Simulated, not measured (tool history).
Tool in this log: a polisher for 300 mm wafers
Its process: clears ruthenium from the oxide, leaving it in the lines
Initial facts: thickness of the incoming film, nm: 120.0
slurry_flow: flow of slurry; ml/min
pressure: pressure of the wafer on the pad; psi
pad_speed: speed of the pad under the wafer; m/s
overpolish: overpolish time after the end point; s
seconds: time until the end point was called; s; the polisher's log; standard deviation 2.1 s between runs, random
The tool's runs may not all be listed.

run,hour,slurry_flow,pressure,pad_speed,overpolish,seconds
1,0,140,1.6,0.94,5,125.88
2,6.1,165,1.6,0.94,5,122.45
3,9.6,165,1.6,0.84,5,138.14
4,18.4,165,1.6,0.84,4,135.69
# hour 24.2: slurry nozzle cleaned
5,24.2,165,1.9,0.84,4,109.63
6,28.8,165,1.8,0.84,4,116.34
7,32.6,165,1.7,0.84,4,120.73
8,38.4,165,1.7,0.84,4,123.33
9,46.1,160,1.6,0.84,4,129.47

Estimate the outcome of run 10 from the log above:
10,49.4,160,1.5,0.84,4,?

{"run 10": {"seconds": 138.24}}
